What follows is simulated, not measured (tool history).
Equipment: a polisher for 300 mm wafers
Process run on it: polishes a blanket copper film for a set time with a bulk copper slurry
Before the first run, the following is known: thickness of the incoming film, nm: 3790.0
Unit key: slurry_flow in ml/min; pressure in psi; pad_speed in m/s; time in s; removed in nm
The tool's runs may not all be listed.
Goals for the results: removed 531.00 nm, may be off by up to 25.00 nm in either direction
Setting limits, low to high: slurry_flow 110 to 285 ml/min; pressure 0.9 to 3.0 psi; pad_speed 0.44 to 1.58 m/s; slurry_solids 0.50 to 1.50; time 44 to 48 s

| run | hour | slurry_flow | pressure | pad_speed | slurry_solids | time | removed |
|---|---|---|---|---|---|---|---|
| 1 | 0.0 | 180 | 1.9 | 1.00 | 1.00 | 48 | 359.38 |
| 2 | 8.2 | 180 | 1.9 | 1.00 | 1.15 | 48 | 362.78 |
| 3 | 16.6 | 180 | 2.3 | 1.00 | 1.15 | 48 | 441.28 |
| 4 | 23.1 | 180 | 1.8 | 1.00 | 1.15 | 48 | 350.09 |
| 5 | 29.6 | 180 | 1.8 | 1.00 | 1.30 | 48 | 357.04 |
| 6 | 37.2 | 220 | 1.8 | 1.00 | 1.30 | 48 | 364.56 |
| 7 | 40.6 | 220 | 1.9 | 1.00 | 1.30 | 48 | 374.80 |
| 8 | 47.3 | 220 | 2.0 | 1.00 | 1.30 | 48 | 405.16 |
| 9 | 52.6 | 220 | 2.1 | 1.00 | 1.30 | 48 | 425.43 |

Of the 5 settings listed for the next run, only one would bring every result within its allowed miss of target. Which one?
| A | 57.9 | 215 | 2.6 | 1.18 | 1.25 | 48 | ? |
| B | 57.9 | 245 | 2.0 | 1.20 | 1.20 | 48 | ? |
| C | 57.9 | 190 | 2.3 | 0.78 | 1.20 | 44 | ? |
| D | 57.9 | 240 | 2.1 | 1.22 | 1.40 | 48 | ? |
| E | 57.9 | 220 | 2.5 | 1.18 | 1.35 | 48 | ? |

| move | removed |
|---|---|
| A | 603.99 |
| B | 477.54 |
| C | 321.89 |
| D | 524.55 |
| E | 592.12 |
A: takes the result that was furthest off past its target
B: moves toward the targets from the last run without getting all of them in spec
C: the biggest miss grows against the last run
D: hits every target within its allowed miss
E: takes the result that was furthest off past its target
Go with D: it meets all targets.
